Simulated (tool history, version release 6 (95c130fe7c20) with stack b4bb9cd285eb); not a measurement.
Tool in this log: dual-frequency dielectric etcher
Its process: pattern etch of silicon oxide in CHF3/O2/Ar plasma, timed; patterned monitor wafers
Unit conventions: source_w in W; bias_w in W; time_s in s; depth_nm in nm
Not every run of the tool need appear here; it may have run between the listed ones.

| run | hour | source_w | bias_w | time_s | depth_nm |
|---|---|---|---|---|---|
| 1 | 0.0 | 640 | 142 | 597.0 | 1087.6 |
| 2 | 7.5 | 640 | 142 | 597.0 | 1090.3 |
| 3 | 8.2 | 640 | 142 | 623.5 | 1139.8 |
| 4 | 9.0 | 670 | 144 | 623.5 | 1168.7 |
|  | 10.5 | source power generator calibrated |
| 5 | 10.5 | 670 | 144 | 623.5 | 1213.9 |
| 6 | 14.5 | 570 | 144 | 623.5 | 1101.1 |
| 7 | 17.9 | 610 | 146 | 623.5 | 1146.4 |

Predict the results of run 8:
| 8 | 18.8 | 640 | 147 | 623.5 | ? |

Logged for run 8: depth_nm 1174.1 nm.
